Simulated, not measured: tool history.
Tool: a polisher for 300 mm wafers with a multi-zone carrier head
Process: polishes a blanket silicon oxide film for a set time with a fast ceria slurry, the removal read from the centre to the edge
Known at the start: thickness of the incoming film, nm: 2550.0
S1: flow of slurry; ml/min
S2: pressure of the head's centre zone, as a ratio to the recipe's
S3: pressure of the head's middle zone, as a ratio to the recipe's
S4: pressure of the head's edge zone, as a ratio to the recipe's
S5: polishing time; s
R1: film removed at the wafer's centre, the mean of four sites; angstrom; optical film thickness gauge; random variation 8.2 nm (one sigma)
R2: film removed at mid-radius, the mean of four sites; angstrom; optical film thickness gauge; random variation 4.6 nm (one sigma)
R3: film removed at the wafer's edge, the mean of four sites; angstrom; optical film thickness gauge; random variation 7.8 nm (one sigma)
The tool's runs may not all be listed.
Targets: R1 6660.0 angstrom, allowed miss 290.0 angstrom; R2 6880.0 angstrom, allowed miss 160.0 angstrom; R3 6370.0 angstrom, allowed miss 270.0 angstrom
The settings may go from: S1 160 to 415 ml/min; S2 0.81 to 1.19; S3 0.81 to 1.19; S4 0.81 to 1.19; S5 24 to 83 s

run	day	S1	S2	S3	S4	S5	R1	R2	R3
1	0.000	265	1.00	1.00	1.00	53	9272.9	9064.2	9047.1
2	0.033	315	1.00	1.00	1.00	53	9496.6	9460.0	9265.2
3	0.238	310	0.99	0.99	0.96	50	8727.7	8688.2	8605.6
4	0.575	310	0.99	0.99	0.88	50	8762.9	8817.6	8133.0
5	0.721	310	0.99	0.99	0.88	59	10296.0	10303.0	9473.9
6	0.825	295	0.98	0.98	0.86	54	9345.7	9368.9	8729.2
7	0.967	305	0.98	0.98	0.86	50	8530.9	8547.9	7997.7
8	1.275	310	0.97	0.98	0.85	47	7971.7	8185.4	7599.7
9	1.542	310	0.97	0.98	0.84	45	7673.2	7772.9	7169.9
10	1.792	305	0.96	0.98	0.83	44	7491.6	7621.3	7025.7
11	1.892	300	0.95	0.98	0.83	43	7110.1	7399.3	7001.8
12	2.012	300	0.95	0.98	0.83	42	6979.5	7303.4	6615.9
13	2.371	285	0.95	0.97	0.83	42	6896.2	7122.7	6591.5
# day 2.496: worn pad replaced by a new one
14	2.496	275	0.95	0.97	0.83	42	7693.8	7875.4	7435.7
15	2.675	350	0.93	0.95	0.83	42	7766.0	7995.7	7406.5
16	2.892	320	0.94	0.96	0.83	42	7838.1	7835.6	7397.0
17	2.967	320	0.91	0.97	0.81	33	5869.0	6302.6	5700.4
18	3.088	335	0.91	0.96	0.81	33	5755.4	6264.2	5871.1
19	3.146	345	0.92	0.96	0.81	34	6035.4	6364.9	6043.8
20	3.471	315	0.92	0.95	0.81	35	6111.1	6468.1	6096.1
21	3.692	330	0.99	1.01	0.85	36	6946.6	7180.7	6423.0

Which of these 5 next moves meets every target?
A	3.912	350	1.08	1.08	0.81	35	?	?	?
B	3.912	335	1.03	1.08	0.81	36	?	?	?
C	3.912	295	0.95	1.00	0.81	37	?	?	?
D	3.912	335	0.95	0.98	0.83	36	?	?	?
E	3.912	325	0.96	1.02	0.86	37	?	?	?

move	R1	R2	R3
A	7273.1	7381.8	6212.6
B	7101.7	7565.1	6370.9
C	6632.7	7196.5	6492.8
D	6541.4	6969.6	6448.0
E	6775.4	7387.8	6714.5
A: further off than the last run
B: further off than the last run
C: further off than the last run
D: meets every target
E: further off than the last run
Move D is the one to make.
